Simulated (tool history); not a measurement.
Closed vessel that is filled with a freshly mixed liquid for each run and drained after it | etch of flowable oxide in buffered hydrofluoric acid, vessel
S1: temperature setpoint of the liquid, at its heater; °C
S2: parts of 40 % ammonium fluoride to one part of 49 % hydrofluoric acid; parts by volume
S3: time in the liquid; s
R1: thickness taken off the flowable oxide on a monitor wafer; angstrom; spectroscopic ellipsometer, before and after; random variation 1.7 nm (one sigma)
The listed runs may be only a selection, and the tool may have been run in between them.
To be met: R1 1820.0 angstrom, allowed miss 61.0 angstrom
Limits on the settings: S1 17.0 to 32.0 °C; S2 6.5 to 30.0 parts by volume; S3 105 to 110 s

run,hour,S1,S2,S3,R1
1,0.0,24.0,19.5,105,1291.0
2,4.5,25.5,19.5,105,1392.4
3,9.7,25.5,19.5,110,1465.0
4,18.4,25.5,19.5,110,1476.8
5,22.8,26.5,19.5,110,1530.6
6,27.4,26.5,14.5,110,2071.2
7,34.4,26.0,14.5,110,2003.9
8,43.3,25.5,14.5,110,1977.3

Exercise: of the 4 proposed moves below, exactly one satisfies all targets within the stated allowed misses. Which move is it?
A,52.2,24.5,14.0,110,?
B,52.2,28.5,16.0,110,?
C,52.2,25.5,14.0,110,?
D,52.2,24.5,15.0,110,?

move,R1
A,1893.3
B,2059.1
C,1998.8
D,1769.3
A: nearer than the last run, and not there yet
B: its largest miss is bigger than the last run's
C: its largest miss is bigger than the last run's
D: all results land within tolerance of their targets
Answer: D

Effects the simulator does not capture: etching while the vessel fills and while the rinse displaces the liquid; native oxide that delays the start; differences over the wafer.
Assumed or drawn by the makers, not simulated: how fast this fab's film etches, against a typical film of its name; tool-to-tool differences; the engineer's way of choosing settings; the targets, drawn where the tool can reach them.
